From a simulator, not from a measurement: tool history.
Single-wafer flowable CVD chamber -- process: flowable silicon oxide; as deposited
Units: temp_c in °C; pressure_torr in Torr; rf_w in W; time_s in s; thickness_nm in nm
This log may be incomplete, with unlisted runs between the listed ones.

| run | day | temp_c | pressure_torr | rf_w | time_s | thickness_nm |
|---|---|---|---|---|---|---|
| 1 | 0.000 | 90 | 0.685 | 1640 | 701 | 464.40 |
| 2 | 0.233 | 90 | 0.685 | 1425 | 701 | 449.92 |
| 3 | 0.383 | 90 | 0.685 | 1340 | 701 | 441.91 |
| 4 | 0.558 | 87 | 0.685 | 1340 | 701 | 478.82 |
| 5 | 0.621 | 87 | 0.685 | 1340 | 725 | 497.55 |
| 6 | 0.871 | 87 | 0.685 | 1340 | 725 | 497.31 |

What will run 7 give?
| 7 | 1.025 | 85 | 0.685 | 1340 | 725 | ? |

For run 7 the tool returned thickness_nm 526.35 nm.
